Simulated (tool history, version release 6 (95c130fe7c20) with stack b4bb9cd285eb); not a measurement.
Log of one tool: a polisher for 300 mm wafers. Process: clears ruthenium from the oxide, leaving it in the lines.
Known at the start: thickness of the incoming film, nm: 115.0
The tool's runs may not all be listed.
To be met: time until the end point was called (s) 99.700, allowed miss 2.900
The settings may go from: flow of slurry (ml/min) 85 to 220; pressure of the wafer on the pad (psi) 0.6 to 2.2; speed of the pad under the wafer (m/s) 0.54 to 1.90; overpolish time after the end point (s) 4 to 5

run  hour  flow of slurry (ml/min)  pressure of the wafer on the pad (psi)  speed of the pad under the wafer (m/s)  overpolish time after the end point (s)  time until the end point was called (s)
  1   0.0                      140                                     1.4                                    1.22                                        5                                  115.020
  2   5.5                      140                                     1.4                                    1.22                                        4                                  112.220
  3   9.1                      150                                     1.4                                    1.22                                        4                                  112.000
  4  17.5                      150                                     1.4                                    0.94                                        4                                  144.660
  5  22.2                      155                                     1.5                                    0.94                                        4                                  134.390
  6  26.4                      160                                     1.6                                    0.94                                        4                                  126.240
  7  27.2                      160                                     1.6                                    0.94                                        4                                  124.590
  8  33.0                      165                                     1.7                                    0.94                                        4                                  119.130

5 next moves are on the table. One of them brings every result within its allowed miss. Which?
  A  38.8                      180                                     1.7                                    1.10                                        5                                        ?
  B  38.8                      165                                     1.6                                    1.08                                        4                                        ?
  C  38.8                      185                                     1.9                                    0.90                                        4                                        ?
  D  38.8                      150                                     1.8                                    1.00                                        4                                        ?
  E  38.8                      175                                     2.0                                    1.02                                        5                                        ?

move  time until the end point was called (s)
   A                                  100.290
   B                                  109.720
   C                                  108.730
   D                                  107.010
   E                                   92.414
A: meets every target
B: nearer than the last run, and not there yet
C: nearer than the last run, and not there yet
D: nearer than the last run, and not there yet
E: takes the result that was furthest off past its target
Answer: A
